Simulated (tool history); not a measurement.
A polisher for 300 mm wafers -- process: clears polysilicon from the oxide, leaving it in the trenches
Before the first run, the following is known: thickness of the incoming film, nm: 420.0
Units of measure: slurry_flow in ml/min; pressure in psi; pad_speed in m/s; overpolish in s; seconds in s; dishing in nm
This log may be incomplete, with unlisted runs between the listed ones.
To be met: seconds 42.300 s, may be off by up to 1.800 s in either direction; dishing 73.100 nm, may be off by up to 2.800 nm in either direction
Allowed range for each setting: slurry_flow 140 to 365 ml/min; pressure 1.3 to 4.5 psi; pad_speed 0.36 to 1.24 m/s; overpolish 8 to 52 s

run  hour  slurry_flow  pressure  pad_speed  overpolish  seconds  dishing
  1   0.0          235       2.9       0.80          26   32.924   76.469
  2   5.6          235       2.9       0.80          32   32.273   76.875
  3  11.2          235       2.9       0.88          32   29.926   76.886
  4  13.6          200       2.9       0.88          32   30.798   75.719
  5  21.5          145       2.9       0.88          32   31.367   76.737
  6  25.9          145       2.9       0.74          32   36.320   76.315
  7  31.4          145       2.8       0.74          28   35.926   74.614
  8  37.0          145       2.7       0.74          28   36.409   75.071
  9  40.5          145       2.5       0.74          27   39.018   74.561
 10  49.1          145       2.4       0.74          26   40.090   72.877
 11  54.7          145       2.4       0.74          27   40.388   74.394
 12  61.0          145       2.4       0.74          26   40.000   73.890

Which single option among these 4 for the next run brings every result within its allowed miss of target? Just one does.
  A  67.3          175       3.0       0.72          38        ?        ?
  B  67.3          140       1.9       0.92          21        ?        ?
  C  67.3          140       2.3       0.72          26        ?        ?
  D  67.3          145       2.7       0.72          23        ?        ?

move  seconds  dishing
   A   35.289   75.595
   B   39.294   72.303
   C   42.441   73.555
   D   38.353   73.385
A: lands further from the targets than the last run did
B: lands further from the targets than the last run did
C: hits every target within its allowed miss
D: lands further from the targets than the last run did
So the answer is move C, the one that meets all the targets.
